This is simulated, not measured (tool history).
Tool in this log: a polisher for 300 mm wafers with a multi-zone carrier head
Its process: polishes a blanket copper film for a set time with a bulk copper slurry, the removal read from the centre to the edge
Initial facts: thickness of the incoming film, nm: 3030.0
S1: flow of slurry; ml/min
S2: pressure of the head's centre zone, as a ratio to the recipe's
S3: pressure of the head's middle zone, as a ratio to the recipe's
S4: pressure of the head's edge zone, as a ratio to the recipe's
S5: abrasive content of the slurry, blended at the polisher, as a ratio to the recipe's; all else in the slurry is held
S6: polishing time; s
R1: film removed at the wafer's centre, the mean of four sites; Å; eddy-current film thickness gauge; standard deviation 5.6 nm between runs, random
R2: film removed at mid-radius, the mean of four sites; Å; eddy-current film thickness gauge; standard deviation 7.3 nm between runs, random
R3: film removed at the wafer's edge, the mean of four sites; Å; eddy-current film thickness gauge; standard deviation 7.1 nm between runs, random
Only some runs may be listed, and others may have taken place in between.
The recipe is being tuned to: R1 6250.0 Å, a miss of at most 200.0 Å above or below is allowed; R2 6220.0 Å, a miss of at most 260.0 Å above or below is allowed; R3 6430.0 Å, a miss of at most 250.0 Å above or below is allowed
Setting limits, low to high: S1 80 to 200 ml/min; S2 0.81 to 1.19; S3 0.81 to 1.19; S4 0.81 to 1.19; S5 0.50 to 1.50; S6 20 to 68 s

Run 1, hour 0.0: S1 130 ml/min, S2 1.00, S3 1.00, S4 1.00, S5 1.00, S6 44 s. Result: R1 4271.7 Å, R2 4512.7 Å, R3 4136.4 Å.
Run 2, hour 3.3: S1 130 ml/min, S2 1.00, S3 1.00, S4 1.02, S5 1.05, S6 45 s. Result: R1 4319.7 Å, R2 4567.2 Å, R3 4401.6 Å.
Run 3, hour 11.7: S1 130 ml/min, S2 0.92, S3 1.00, S4 1.02, S5 1.05, S6 45 s. Result: R1 4071.6 Å, R2 4671.1 Å, R3 4460.8 Å.
Run 4, hour 20.7: S1 150 ml/min, S2 0.92, S3 1.00, S4 1.02, S5 1.05, S6 45 s. Result: R1 4133.5 Å, R2 4816.7 Å, R3 4509.3 Å.
Run 5, hour 28.4: S1 150 ml/min, S2 0.92, S3 1.00, S4 1.02, S5 1.20, S6 45 s. Result: R1 4265.8 Å, R2 4869.5 Å, R3 4584.6 Å.
Run 6, hour 34.4: S1 150 ml/min, S2 0.89, S3 1.00, S4 1.02, S5 1.20, S6 45 s. Result: R1 4096.1 Å, R2 4772.1 Å, R3 4633.7 Å.
Run 7, hour 40.1: S1 150 ml/min, S2 0.90, S3 1.00, S4 1.03, S5 1.25, S6 46 s. Result: R1 4348.8 Å, R2 4929.9 Å, R3 4674.0 Å.
Run 8, hour 40.9: S1 150 ml/min, S2 0.90, S3 0.99, S4 1.04, S5 1.25, S6 47 s. Result: R1 4359.1 Å, R2 5084.9 Å, R3 4934.0 Å.
Run 9, hour 42.0: S1 150 ml/min, S2 0.92, S3 0.98, S4 1.05, S5 1.30, S6 48 s. Result: R1 4715.4 Å, R2 5192.9 Å, R3 4984.0 Å.
Run 10, hour 46.0: S1 150 ml/min, S2 0.92, S3 0.97, S4 1.06, S5 1.30, S6 49 s. Result: R1 4746.6 Å, R2 5241.3 Å, R3 5081.1 Å.
Run 11, hour 46.6: S1 150 ml/min, S2 0.92, S3 0.96, S4 1.07, S5 1.30, S6 50 s. Result: R1 4737.6 Å, R2 5304.2 Å, R3 5267.8 Å.
Run 12, hour 47.9: S1 150 ml/min, S2 0.93, S3 0.95, S4 1.08, S5 1.30, S6 51 s. Result: R1 4988.1 Å, R2 5330.6 Å, R3 5400.1 Å.
Run 13, hour 54.3: S1 150 ml/min, S2 0.93, S3 0.95, S4 1.09, S5 1.30, S6 52 s. Result: R1 5024.7 Å, R2 5494.3 Å, R3 5459.0 Å.
Run 14, hour 56.6: S1 150 ml/min, S2 0.93, S3 0.94, S4 1.09, S5 1.30, S6 53 s. Result: R1 5139.7 Å, R2 5680.2 Å, R3 5686.3 Å.
Run 15, hour 65.1: S1 150 ml/min, S2 0.94, S3 0.93, S4 1.10, S5 1.30, S6 53 s. Result: R1 5276.3 Å, R2 5494.3 Å, R3 5690.6 Å.
Run 16, hour 66.7: S1 155 ml/min, S2 0.94, S3 0.93, S4 1.11, S5 1.30, S6 53 s. Result: R1 5247.9 Å, R2 5453.5 Å, R3 5696.9 Å.
Run 17, hour 71.0: S1 165 ml/min, S2 0.96, S3 0.94, S4 1.13, S5 1.40, S6 55 s. Result: R1 5704.8 Å, R2 5805.2 Å, R3 6091.7 Å.
Run 18, hour 77.3: S1 170 ml/min, S2 0.98, S3 0.96, S4 1.13, S5 1.45, S6 56 s. Result: R1 6014.6 Å, R2 6082.5 Å, R3 6183.3 Å.
Run 19, hour 81.9: S1 170 ml/min, S2 0.98, S3 0.96, S4 1.13, S5 1.45, S6 56 s. Result: R1 6014.0 Å, R2 6156.4 Å, R3 6377.5 Å.

Next run, 5 choices. One meets every target within its allowed miss, the rest don't. Which?
Run A, hour 86.5: S1 150 ml/min, S2 1.01, S3 0.94, S4 1.12, S5 0.95, S6 63 s. Result: R1 ?, R2 ?, R3 ?.
Run B, hour 86.5: S1 200 ml/min, S2 0.83, S3 0.93, S4 1.10, S5 1.20, S6 65 s. Result: R1 ?, R2 ?, R3 ?.
Run C, hour 86.5: S1 170 ml/min, S2 0.92, S3 0.85, S4 1.19, S5 1.40, S6 63 s. Result: R1 ?, R2 ?, R3 ?.
Run D, hour 86.5: S1 150 ml/min, S2 0.87, S3 0.99, S4 1.17, S5 1.45, S6 63 s. Result: R1 ?, R2 ?, R3 ?.
Run E, hour 86.5: S1 165 ml/min, S2 0.93, S3 0.95, S4 1.14, S5 1.50, S6 57 s. Result: R1 ?, R2 ?, R3 ?.

move      R1      R2      R3
   A  6334.3  6154.6  6392.7
   B  5902.5  6896.0  7063.8
   C  6348.2  6223.4  7211.9
   D  5896.1  6957.1  7066.7
   E  5855.5  6226.5  6434.5
A: hits every target within its allowed miss
B: moves away from the targets compared with the last run
C: meets the target for the result that was furthest off, but another lies outside its allowed miss
D: moves away from the targets compared with the last run
E: moves away from the targets compared with the last run
The right move is A.

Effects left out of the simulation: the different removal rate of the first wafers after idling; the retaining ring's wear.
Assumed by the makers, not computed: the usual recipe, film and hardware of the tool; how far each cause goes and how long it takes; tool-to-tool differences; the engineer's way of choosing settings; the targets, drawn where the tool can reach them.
